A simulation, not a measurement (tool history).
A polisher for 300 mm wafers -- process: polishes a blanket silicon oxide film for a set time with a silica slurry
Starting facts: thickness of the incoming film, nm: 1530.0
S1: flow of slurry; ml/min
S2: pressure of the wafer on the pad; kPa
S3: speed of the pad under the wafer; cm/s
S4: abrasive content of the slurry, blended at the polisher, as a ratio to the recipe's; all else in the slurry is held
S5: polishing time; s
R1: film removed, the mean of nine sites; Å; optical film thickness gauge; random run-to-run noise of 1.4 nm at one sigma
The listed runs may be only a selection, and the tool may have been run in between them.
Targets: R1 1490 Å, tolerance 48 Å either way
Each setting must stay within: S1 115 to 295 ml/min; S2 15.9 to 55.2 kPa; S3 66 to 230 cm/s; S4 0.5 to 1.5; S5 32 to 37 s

run,hour,S1,S2,S3,S4,S5,R1
1,0,190,35.2,146,1,37,1878.4
2,1,190,35.2,176,1,37,2107
3,9.3,190,35.2,176,1,32,1817.5
4,15.9,190,34.5,176,1,32,1777.8
5,24.1,190,26.2,176,1,32,1360.4
6,28.9,190,18.6,176,1,32,989.17
# hour 37.4: slurry blender recalibrated
7,37.4,190,20,176,1,32,1127.5
8,44,190,20.7,176,1,32,1181.6

Consider the 4 candidate settings below. Which is the only one whose results all fall within their allowed miss of target?
A,50.6,230,29,138,0.9,32,?
B,50.6,185,22.8,200,1,32,?
C,50.6,220,22.1,180,1.05,37,?
D,50.6,210,24.1,184,1.05,37,?

move,R1
A,1398.5
B,1362.3
C,1496.6
D,1640.9
A: closer than the last run, but not yet in spec
B: closer than the last run, but not yet in spec
C: all results in spec
D: the result that was furthest off in the last run now lies on the other side of its target
Move C is the one to make.
